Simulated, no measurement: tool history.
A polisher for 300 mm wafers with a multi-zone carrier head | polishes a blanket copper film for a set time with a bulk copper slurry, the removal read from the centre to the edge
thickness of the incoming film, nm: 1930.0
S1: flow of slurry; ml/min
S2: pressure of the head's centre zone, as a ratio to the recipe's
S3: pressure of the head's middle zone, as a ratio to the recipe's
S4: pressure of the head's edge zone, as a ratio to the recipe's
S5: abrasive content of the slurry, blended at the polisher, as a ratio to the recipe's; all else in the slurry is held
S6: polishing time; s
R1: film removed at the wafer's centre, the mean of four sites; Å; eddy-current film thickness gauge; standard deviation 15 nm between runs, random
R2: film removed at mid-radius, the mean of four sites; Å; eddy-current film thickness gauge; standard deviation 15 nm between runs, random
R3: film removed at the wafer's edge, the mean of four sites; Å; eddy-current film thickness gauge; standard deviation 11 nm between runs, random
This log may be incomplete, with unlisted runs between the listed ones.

Run 1, hour 0.0: S1 130 ml/min, S2 1.00, S3 1.00, S4 1.00, S5 1.00, S6 56 s. Result: R1 8155.0 Å, R2 7995.2 Å, R3 8068.5 Å.
Run 2, hour 4.4: S1 130 ml/min, S2 1.00, S3 1.05, S4 1.00, S5 1.00, S6 56 s. Result: R1 8165.0 Å, R2 8523.4 Å, R3 8108.6 Å.
Run 3, hour 8.9: S1 140 ml/min, S2 1.02, S3 1.06, S4 1.04, S5 1.15, S6 59 s. Result: R1 9124.6 Å, R2 9421.5 Å, R3 8963.9 Å.
Run 4, hour 13.8: S1 140 ml/min, S2 1.07, S3 1.06, S4 1.04, S5 1.15, S6 59 s. Result: R1 9764.2 Å, R2 9373.3 Å, R3 9084.3 Å.
Run 5, hour 16.5: S1 145 ml/min, S2 1.07, S3 1.07, S4 1.07, S5 1.25, S6 62 s. Result: R1 10393.0 Å, R2 10162.0 Å, R3 9853.5 Å.
Run 6, hour 20.2: S1 150 ml/min, S2 1.07, S3 1.08, S4 1.09, S5 1.30, S6 65 s. Result: R1 10989.0 Å, R2 10979.0 Å, R3 10531.0 Å.
Run 7, hour 24.6: S1 155 ml/min, S2 1.07, S3 1.09, S4 1.11, S5 1.35, S6 67 s. Result: R1 11498.0 Å, R2 11479.0 Å, R3 11146.0 Å.

Run 8 has not been measured yet. What should we expect?
Run 8, hour 32.9: S1 155 ml/min, S2 1.07, S3 1.09, S4 1.11, S5 1.35, S6 67 s. Result: R1 ?, R2 ?, R3 ?.

For run 8 the tool returned R1 11573.0 Å, R2 11321.0 Å, R3 11026.0 Å.
